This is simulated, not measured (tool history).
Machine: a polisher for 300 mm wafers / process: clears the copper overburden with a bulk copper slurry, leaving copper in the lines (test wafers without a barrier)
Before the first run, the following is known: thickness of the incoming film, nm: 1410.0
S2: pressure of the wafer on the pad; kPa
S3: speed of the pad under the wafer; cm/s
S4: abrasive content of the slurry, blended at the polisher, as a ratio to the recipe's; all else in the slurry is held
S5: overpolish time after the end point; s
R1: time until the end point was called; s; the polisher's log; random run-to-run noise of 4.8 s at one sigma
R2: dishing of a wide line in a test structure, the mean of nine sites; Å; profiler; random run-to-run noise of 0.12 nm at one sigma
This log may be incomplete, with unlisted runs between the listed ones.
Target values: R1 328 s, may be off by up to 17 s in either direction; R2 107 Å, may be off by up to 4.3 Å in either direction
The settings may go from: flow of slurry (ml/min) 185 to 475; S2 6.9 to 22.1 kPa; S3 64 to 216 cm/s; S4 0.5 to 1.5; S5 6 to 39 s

Run 1, day 0: flow of slurry (ml/min) 305, S2 14.5 kPa, S3 140 cm/s, S4 1, S5 20 s. Result: R1 154.38 s, R2 158.6 Å.
Run 2, day 0.342: flow of slurry (ml/min) 305, S2 13.1 kPa, S3 134 cm/s, S4 1, S5 17 s. Result: R1 177.82 s, R2 156.88 Å.
Run 3, day 0.592: flow of slurry (ml/min) 305, S2 13.1 kPa, S3 134 cm/s, S4 0.85, S5 17 s. Result: R1 189.3 s, R2 157.79 Å.
Run 4, day 0.675: flow of slurry (ml/min) 305, S2 13.1 kPa, S3 134 cm/s, S4 0.65, S5 17 s. Result: R1 207.29 s, R2 156.11 Å.
Run 5, day 0.85: flow of slurry (ml/min) 305, S2 11 kPa, S3 134 cm/s, S4 0.65, S5 17 s. Result: R1 243.44 s, R2 154.26 Å.
Run 6, day 1.054: flow of slurry (ml/min) 305, S2 11 kPa, S3 158 cm/s, S4 0.65, S5 17 s. Result: R1 210.74 s, R2 154.32 Å.
Run 7, day 1.233: flow of slurry (ml/min) 300, S2 10.3 kPa, S3 156 cm/s, S4 0.6, S5 15 s. Result: R1 229.33 s, R2 152.42 Å.
Run 8, day 1.467: flow of slurry (ml/min) 280, S2 9.7 kPa, S3 156 cm/s, S4 0.6, S5 13 s. Result: R1 241.46 s, R2 147.65 Å.
Run 9, day 1.7: flow of slurry (ml/min) 260, S2 9 kPa, S3 154 cm/s, S4 0.6, S5 12 s. Result: R1 260.43 s, R2 147.28 Å.
Run 10, day 1.762: flow of slurry (ml/min) 245, S2 8.3 kPa, S3 154 cm/s, S4 0.6, S5 11 s. Result: R1 293.29 s, R2 139.22 Å.
Run 11, day 1.904: flow of slurry (ml/min) 235, S2 8.3 kPa, S3 148 cm/s, S4 0.75, S5 10 s. Result: R1 285.73 s, R2 138.09 Å.
Run 12, day 2.183: flow of slurry (ml/min) 225, S2 8.3 kPa, S3 142 cm/s, S4 0.9, S5 9 s. Result: R1 289.5 s, R2 133.27 Å.
Run 13, day 2.375: flow of slurry (ml/min) 220, S2 8.3 kPa, S3 138 cm/s, S4 1, S5 8 s. Result: R1 282.79 s, R2 128.98 Å.
Run 14, day 2.729: flow of slurry (ml/min) 185, S2 6.9 kPa, S3 100 cm/s, S4 1.25, S5 6 s. Result: R1 441.16 s, R2 88.56 Å.
Run 15, day 2.838: flow of slurry (ml/min) 210, S2 7.6 kPa, S3 100 cm/s, S4 1.25, S5 6 s. Result: R1 408.83 s, R2 93.51 Å.
Run 16, day 3.162: flow of slurry (ml/min) 230, S2 8.3 kPa, S3 100 cm/s, S4 1.25, S5 6 s. Result: R1 360.73 s, R2 99.46 Å.
Run 17, day 3.312: flow of slurry (ml/min) 240, S2 8.3 kPa, S3 100 cm/s, S4 1.25, S5 6 s. Result: R1 365.38 s, R2 102.42 Å.
Run 18, day 3.425: flow of slurry (ml/min) 240, S2 8.3 kPa, S3 100 cm/s, S4 1.25, S5 6 s. Result: R1 366.03 s, R2 100.84 Å.
Run 19, day 3.654: flow of slurry (ml/min) 250, S2 8.3 kPa, S3 100 cm/s, S4 1.25, S5 6 s. Result: R1 359.25 s, R2 102.89 Å.
Run 20, day 3.817: flow of slurry (ml/min) 255, S2 8.3 kPa, S3 100 cm/s, S4 1.25, S5 6 s. Result: R1 358.3 s, R2 101.74 Å.
Run 21, day 4.054: flow of slurry (ml/min) 265, S2 8.3 kPa, S3 100 cm/s, S4 1.25, S5 6 s. Result: R1 358.83 s, R2 100.41 Å.
Run 22, day 4.146: flow of slurry (ml/min) 185, S2 12.4 kPa, S3 78 cm/s, S4 1.25, S5 13 s. Result: R1 335.77 s, R2 144.23 Å.
Run 23, day 4.421: flow of slurry (ml/min) 195, S2 11.7 kPa, S3 82 cm/s, S4 1.3, S5 12 s. Result: R1 321.08 s, R2 140.18 Å.
Run 24, day 4.779: flow of slurry (ml/min) 210, S2 11 kPa, S3 84 cm/s, S4 1.3, S5 11 s. Result: R1 330.62 s, R2 136.25 Å.
Run 25, day 4.938: flow of slurry (ml/min) 295, S2 6.9 kPa, S3 122 cm/s, S4 1.05, S5 6 s. Result: R1 355.05 s, R2 99.66 Å.

Below are 5 possible settings for the next run. Only one of them brings all results inside the allowed miss of their targets. Which is it?
Run A, day 5.096: flow of slurry (ml/min) 285, S2 6.9 kPa, S3 118 cm/s, S4 1.15, S5 6 s. Result: R1 ?, R2 ?.
Run B, day 5.096: flow of slurry (ml/min) 310, S2 6.9 kPa, S3 126 cm/s, S4 0.9, S5 6 s. Result: R1 ?, R2 ?.
Run C, day 5.096: flow of slurry (ml/min) 285, S2 6.9 kPa, S3 134 cm/s, S4 1.2, S5 6 s. Result: R1 ?, R2 ?.
Run D, day 5.096: flow of slurry (ml/min) 240, S2 6.9 kPa, S3 126 cm/s, S4 1, S5 7 s. Result: R1 ?, R2 ?.
Run E, day 5.096: flow of slurry (ml/min) 260, S2 6.9 kPa, S3 122 cm/s, S4 0.95, S5 9 s. Result: R1 ?, R2 ?.

move      R1      R2
   A  373.29  99.448
   B   371.2  99.755
   C  326.39  106.74
   D   371.2   108.1
   E  384.49  119.16
A: further off than the last run
B: further off than the last run
C: hits every target within its allowed miss
D: gets the furthest-off result to its target, but another result is out of tolerance
E: the result that was furthest off in the last run now lies on the other side of its target
The right move is C.
